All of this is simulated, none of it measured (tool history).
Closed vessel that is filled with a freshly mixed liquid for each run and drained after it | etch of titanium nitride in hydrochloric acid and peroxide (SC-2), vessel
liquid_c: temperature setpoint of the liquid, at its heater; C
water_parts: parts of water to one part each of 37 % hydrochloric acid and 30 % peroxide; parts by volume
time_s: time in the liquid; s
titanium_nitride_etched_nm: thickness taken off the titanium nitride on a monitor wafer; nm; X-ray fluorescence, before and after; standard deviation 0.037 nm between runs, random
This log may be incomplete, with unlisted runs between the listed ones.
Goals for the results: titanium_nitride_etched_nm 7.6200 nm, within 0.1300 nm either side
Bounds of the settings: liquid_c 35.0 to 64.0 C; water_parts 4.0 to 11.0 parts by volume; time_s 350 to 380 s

| run | hour | liquid_c | water_parts | time_s | titanium_nitride_etched_nm |
|---|---|---|---|---|---|
| 1 | 0.0 | 48.0 | 6.0 | 350 | 11.1510 |
| 2 | 2.9 | 48.0 | 4.5 | 350 | 13.6020 |
| 3 | 12.0 | 53.5 | 4.5 | 350 | 19.6200 |
| 4 | 15.6 | 49.0 | 4.5 | 350 | 14.5600 |
| 5 | 22.0 | 46.0 | 4.5 | 350 | 11.8860 |
| 6 | 26.2 | 44.0 | 4.5 | 350 | 10.3480 |
| 7 | 29.6 | 42.5 | 4.5 | 350 | 9.3327 |
| 8 | 37.9 | 41.5 | 4.5 | 350 | 8.8120 |
| 9 | 40.0 | 39.0 | 4.5 | 350 | 7.2849 |

Below are 4 possible settings for the next run. Only one of them brings all results inside the allowed miss of their targets. Which is it?
| A | 42.1 | 39.0 | 4.5 | 380 | ? |
| B | 42.1 | 45.0 | 8.0 | 370 | ? |
| C | 42.1 | 38.0 | 4.0 | 350 | ? |
| D | 42.1 | 38.0 | 4.0 | 375 | ? |

| move | titanium_nitride_etched_nm |
|---|---|
| A | 7.9068 |
| B | 7.6213 |
| C | 7.3437 |
| D | 7.8683 |
A: pushes the last run's worst result past its target
B: all results land within tolerance of their targets
C: closes in on the targets versus the last run, not all within tolerance yet
D: pushes the last run's worst result past its target
B meets every target.
